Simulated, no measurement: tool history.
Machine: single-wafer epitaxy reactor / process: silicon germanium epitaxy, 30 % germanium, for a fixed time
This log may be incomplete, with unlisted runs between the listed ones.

run,day,wafer temperature setpoint (pyrometer-controlled) (°C),chamber pressure (Torr),mean film thickness on the monitor wafer (nm)
1,0.000,585,16.2,42.279
2,0.112,589,16.2,45.154
3,0.204,595,16.2,49.346
4,0.292,595,17.9,51.844
5,0.362,595,15.8,49.447
6,0.521,599,15.8,52.313
7,0.575,588,15.5,43.898
8,0.942,576,14.8,35.105
9,1.171,574,14.7,33.983

What will run 10 give?
10,1.275,572,14.7,?

{"run 10": {"mean film thickness on the monitor wafer (nm)": 32.892}}

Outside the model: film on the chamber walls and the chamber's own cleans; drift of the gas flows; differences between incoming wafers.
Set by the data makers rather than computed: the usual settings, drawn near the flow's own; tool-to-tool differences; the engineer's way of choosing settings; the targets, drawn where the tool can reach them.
